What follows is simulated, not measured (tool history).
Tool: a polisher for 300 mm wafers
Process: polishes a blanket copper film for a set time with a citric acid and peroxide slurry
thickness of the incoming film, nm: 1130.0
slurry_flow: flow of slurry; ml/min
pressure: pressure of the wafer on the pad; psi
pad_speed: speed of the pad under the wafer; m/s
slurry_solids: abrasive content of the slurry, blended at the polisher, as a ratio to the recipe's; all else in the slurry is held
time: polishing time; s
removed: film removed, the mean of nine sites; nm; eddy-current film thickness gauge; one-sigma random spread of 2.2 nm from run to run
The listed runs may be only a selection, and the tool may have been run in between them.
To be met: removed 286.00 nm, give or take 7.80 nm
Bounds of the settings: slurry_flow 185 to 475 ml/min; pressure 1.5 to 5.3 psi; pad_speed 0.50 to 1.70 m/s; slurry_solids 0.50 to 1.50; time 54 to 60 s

{"run": 1, "hour": 0.0, "slurry_flow": 305, "pressure": 3.4, "pad_speed": 1.1, "slurry_solids": 1.0, "time": 60, "removed": 191.97}
{"run": 2, "hour": 2.1, "slurry_flow": 305, "pressure": 3.4, "pad_speed": 1.36, "slurry_solids": 1.0, "time": 60, "removed": 237.0}
{"run": 3, "hour": 6.8, "slurry_flow": 305, "pressure": 3.5, "pad_speed": 1.36, "slurry_solids": 1.0, "time": 60, "removed": 243.57}
{"run": 4, "hour": 7.6, "slurry_flow": 305, "pressure": 3.5, "pad_speed": 1.18, "slurry_solids": 1.0, "time": 60, "removed": 213.28}
{"run": 5, "hour": 14.0, "slurry_flow": 305, "pressure": 3.7, "pad_speed": 1.18, "slurry_solids": 1.0, "time": 60, "removed": 221.92}
{"run": 6, "hour": 17.6, "slurry_flow": 305, "pressure": 3.9, "pad_speed": 1.18, "slurry_solids": 1.0, "time": 60, "removed": 226.45}
{"run": 7, "hour": 22.1, "slurry_flow": 305, "pressure": 4.1, "pad_speed": 1.18, "slurry_solids": 1.0, "time": 60, "removed": 241.77}
{"run": 8, "hour": 28.2, "slurry_flow": 305, "pressure": 4.2, "pad_speed": 1.18, "slurry_solids": 1.0, "time": 60, "removed": 247.17}
{"run": 9, "hour": 36.2, "slurry_flow": 305, "pressure": 4.3, "pad_speed": 1.18, "slurry_solids": 1.0, "time": 60, "removed": 255.55}
{"run": 10, "hour": 37.2, "slurry_flow": 305, "pressure": 4.4, "pad_speed": 1.18, "slurry_solids": 1.0, "time": 60, "removed": 259.74}
{"run": 11, "hour": 45.7, "slurry_flow": 305, "pressure": 4.5, "pad_speed": 1.18, "slurry_solids": 1.0, "time": 60, "removed": 261.69}
{"run": 12, "hour": 52.8, "slurry_flow": 305, "pressure": 4.6, "pad_speed": 1.18, "slurry_solids": 1.0, "time": 60, "removed": 266.49}
{"run": 13, "hour": 55.5, "slurry_flow": 305, "pressure": 4.7, "pad_speed": 1.18, "slurry_solids": 1.0, "time": 60, "removed": 273.54}
{"run": 14, "hour": 59.6, "slurry_flow": 310, "pressure": 4.8, "pad_speed": 1.18, "slurry_solids": 1.0, "time": 60, "removed": 271.18}
{"run": 15, "hour": 67.7, "slurry_flow": 310, "pressure": 4.8, "pad_speed": 1.18, "slurry_solids": 1.0, "time": 60, "removed": 273.92}

Which of these 5 next moves meets every target?
{"run": "A", "hour": 75.8, "slurry_flow": 305, "pressure": 4.9, "pad_speed": 1.28, "slurry_solids": 0.95, "time": 57, "removed": "?"}
{"run": "B", "hour": 75.8, "slurry_flow": 270, "pressure": 4.9, "pad_speed": 1.08, "slurry_solids": 0.95, "time": 60, "removed": "?"}
{"run": "C", "hour": 75.8, "slurry_flow": 305, "pressure": 5.0, "pad_speed": 1.14, "slurry_solids": 1.0, "time": 58, "removed": "?"}
{"run": "D", "hour": 75.8, "slurry_flow": 345, "pressure": 5.3, "pad_speed": 0.96, "slurry_solids": 1.3, "time": 60, "removed": "?"}
{"run": "E", "hour": 75.8, "slurry_flow": 300, "pressure": 4.6, "pad_speed": 1.26, "slurry_solids": 1.05, "time": 56, "removed": "?"}

move=A removed=283.76
move=B removed=249.99
move=C removed=265.44
move=D removed=262.12
move=E removed=265.35
A: every result within its allowed miss
B: lands further from the targets than the last run did
C: lands further from the targets than the last run did
D: lands further from the targets than the last run did
E: lands further from the targets than the last run did
Go with A: it meets all targets.
